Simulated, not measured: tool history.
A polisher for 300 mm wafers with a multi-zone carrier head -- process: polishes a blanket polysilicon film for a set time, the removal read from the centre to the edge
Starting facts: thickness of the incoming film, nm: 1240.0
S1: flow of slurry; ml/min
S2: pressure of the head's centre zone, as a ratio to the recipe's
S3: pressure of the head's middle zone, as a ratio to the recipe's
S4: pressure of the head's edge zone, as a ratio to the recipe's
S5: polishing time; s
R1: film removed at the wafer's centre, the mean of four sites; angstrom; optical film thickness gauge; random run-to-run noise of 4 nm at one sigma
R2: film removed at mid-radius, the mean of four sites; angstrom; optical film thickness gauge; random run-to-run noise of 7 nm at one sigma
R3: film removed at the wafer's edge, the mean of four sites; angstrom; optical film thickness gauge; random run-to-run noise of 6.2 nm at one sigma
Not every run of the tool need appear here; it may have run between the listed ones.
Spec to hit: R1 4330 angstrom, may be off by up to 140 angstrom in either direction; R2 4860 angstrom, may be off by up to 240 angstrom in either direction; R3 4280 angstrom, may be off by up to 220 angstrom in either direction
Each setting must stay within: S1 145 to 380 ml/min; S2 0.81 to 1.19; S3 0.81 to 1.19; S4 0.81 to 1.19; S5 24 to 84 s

run  hour   S1    S2    S3    S4  S5      R1      R2      R3
  1     0  245     1     1     1  54  4752.5  5356.6  5284.6
  2   6.5  245     1     1     1  49  4203.5  4783.8  4682.2
  3   9.9  190     1     1     1  49  4150.1  4702.8  4676.2
  4  10.9  200  1.02  1.02  0.96  48  4105.4  4671.7  4437.9
  5    12  200  0.94  1.02  0.96  48    3942  4703.3  4423.8
  6  12.8  200     1  1.02  0.96  48  4032.4  4641.1  4443.8
     14.8  -- centre zone pressure recalibrated
  7  14.8  215  1.03  1.04  0.93  48  4600.2  4712.1  4364.2
  8  19.1  205  1.02  1.06  0.93  48  4540.3  4693.3  4521.7

Pick the move, out of 4, that brings all results within their allowed miss; only one does.
  A  23.4  225  0.96  1.11   0.9  48   ?   ?   ?
  B  23.4  210     1  1.09  0.91  51   ?   ?   ?
  C  23.4  160  1.02  1.19  1.19  47   ?   ?   ?
  D  23.4  145  1.01  0.97  0.92  48   ?   ?   ?

move      R1      R2      R3
   A  4386.9  4961.9  4224.3
   B  4759.8  5193.8    4493
   C    4335  4891.5  4642.7
   D  4352.2  4474.2  4156.4
A: every result lands within tolerance
B: misses by more than the last run did
C: meets the target for the result that was furthest off, but another lies outside its allowed miss
D: meets the target for the result that was furthest off, but another lies outside its allowed miss
Move A is the one to make.
